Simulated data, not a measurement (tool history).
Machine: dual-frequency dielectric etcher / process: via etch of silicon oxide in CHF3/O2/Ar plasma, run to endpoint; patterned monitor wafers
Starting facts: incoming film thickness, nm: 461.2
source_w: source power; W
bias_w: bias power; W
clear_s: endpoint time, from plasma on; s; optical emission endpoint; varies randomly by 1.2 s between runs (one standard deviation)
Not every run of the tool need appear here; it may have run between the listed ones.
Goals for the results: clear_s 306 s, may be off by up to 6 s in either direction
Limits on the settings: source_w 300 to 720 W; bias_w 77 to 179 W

Run 1, hour 0: source_w 510 W, bias_w 128 W. Result: clear_s 276.47 s.
Run 2, hour 5.8: source_w 480 W, bias_w 127 W. Result: clear_s 283.57 s.
Run 3, hour 8.3: source_w 480 W, bias_w 109 W. Result: clear_s 298.43 s.
Run 4, hour 10.9: source_w 570 W, bias_w 109 W. Result: clear_s 286.57 s.
Run 5, hour 15.1: source_w 550 W, bias_w 107 W. Result: clear_s 290.28 s.
Run 6, hour 23.1: source_w 550 W, bias_w 88 W. Result: clear_s 313.95 s.
Run 7, hour 28.3: source_w 560 W, bias_w 88 W. Result: clear_s 311.92 s.
Run 8, hour 34.8: source_w 570 W, bias_w 88 W. Result: clear_s 313.73 s.

Pick the move, out of 4, that brings all results within their allowed miss; only one does.
Run A, hour 41.3: source_w 550 W, bias_w 77 W. Result: clear_s ?.
Run B, hour 41.3: source_w 640 W, bias_w 88 W. Result: clear_s ?.
Run C, hour 41.3: source_w 610 W, bias_w 100 W. Result: clear_s ?.
Run D, hour 41.3: source_w 560 W, bias_w 84 W. Result: clear_s ?.

move  clear_s
   A    331.1
   B    303.4
   C   292.45
   D   318.96
A: its largest miss is bigger than the last run's
B: hits every target within its allowed miss
C: carries the result that was furthest off beyond its target, to the other side
D: its largest miss is bigger than the last run's
B is the move that brings every result within its allowed miss.
